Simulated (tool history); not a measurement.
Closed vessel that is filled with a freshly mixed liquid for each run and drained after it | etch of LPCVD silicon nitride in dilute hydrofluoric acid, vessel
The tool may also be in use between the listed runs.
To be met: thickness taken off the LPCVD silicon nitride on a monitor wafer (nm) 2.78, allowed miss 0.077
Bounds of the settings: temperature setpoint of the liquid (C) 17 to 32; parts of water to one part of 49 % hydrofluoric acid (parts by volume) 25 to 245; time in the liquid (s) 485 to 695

run,hour,temperature setpoint of the liquid (C),parts of water to one part of 49 % hydrofluoric acid (parts by volume),time in the liquid (s),thickness taken off the LPCVD silicon nitride on a monitor wafer (nm)
1,0,24,135,695,2.4968
2,7.5,24,135,695,2.4855
3,12.2,24,135,695,2.4542
4,18.7,24,135,695,2.4697
5,22.1,22.5,135,695,2.2568
6,27.7,22.5,135,485,1.558
7,29.3,24,135,485,1.7301
8,33.8,26.5,130,485,2.0923
9,36,28,125,485,2.4197
10,42.8,29,125,485,2.5896
11,45.6,29.5,125,485,2.6424

5 next moves are on the table. One of them brings every result within its allowed miss. Which?
A,48.4,29,130,485,?
B,48.4,27.5,165,695,?
C,48.4,31,145,495,?
D,48.4,24,110,580,?
E,48.4,27,135,650,?

move,thickness taken off the LPCVD silicon nitride on a monitor wafer (nm)
A,2.4439
B,2.5094
C,2.5258
D,2.5072
E,2.7813
A: further off than the last run
B: further off than the last run
C: further off than the last run
D: further off than the last run
E: meets every target
The right move is E.
